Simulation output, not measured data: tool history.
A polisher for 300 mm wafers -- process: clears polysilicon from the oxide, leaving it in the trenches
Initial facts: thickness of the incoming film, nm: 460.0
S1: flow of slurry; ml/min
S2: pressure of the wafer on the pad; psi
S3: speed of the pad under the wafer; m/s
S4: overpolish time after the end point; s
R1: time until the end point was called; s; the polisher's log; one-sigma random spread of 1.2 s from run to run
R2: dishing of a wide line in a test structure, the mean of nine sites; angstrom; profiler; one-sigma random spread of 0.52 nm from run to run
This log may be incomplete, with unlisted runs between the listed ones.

run 1 hour=0 | S1=170 S2=1.8 S3=1.08 S4=17 | R1=46.536 R2=422.3
run 2 hour=1 | S1=170 S2=1.8 S3=1.24 S4=17 | R1=41.217 R2=422.91
run 3 hour=2.6 | S1=170 S2=2.1 S3=1.24 S4=17 | R1=34.948 R2=430.8
run 4 hour=10.9 | S1=170 S2=1.9 S3=1.22 S4=15 | R1=39.302 R2=429.71
run 5 hour=12.4 | S1=165 S2=1.7 S3=1.2 S4=14 | R1=45.488 R2=422.73
run 6 hour=15.1 | S1=185 S2=1.6 S3=1.16 S4=12 | R1=48.195 R2=409.28
run 7 hour=16.2 | S1=190 S2=1.5 S3=1.14 S4=11 | R1=51.971 R2=374.18
run 8 hour=18.3 | S1=185 S2=1.4 S3=1.14 S4=11 | R1=55.074 R2=375.97

Forecast run 9:
run 9 hour=22.3 | S1=180 S2=1.3 S3=1.14 S4=12 | R1=? R2=?

Run 9 yielded R1 60.538 s, R2 366.86 angstrom.

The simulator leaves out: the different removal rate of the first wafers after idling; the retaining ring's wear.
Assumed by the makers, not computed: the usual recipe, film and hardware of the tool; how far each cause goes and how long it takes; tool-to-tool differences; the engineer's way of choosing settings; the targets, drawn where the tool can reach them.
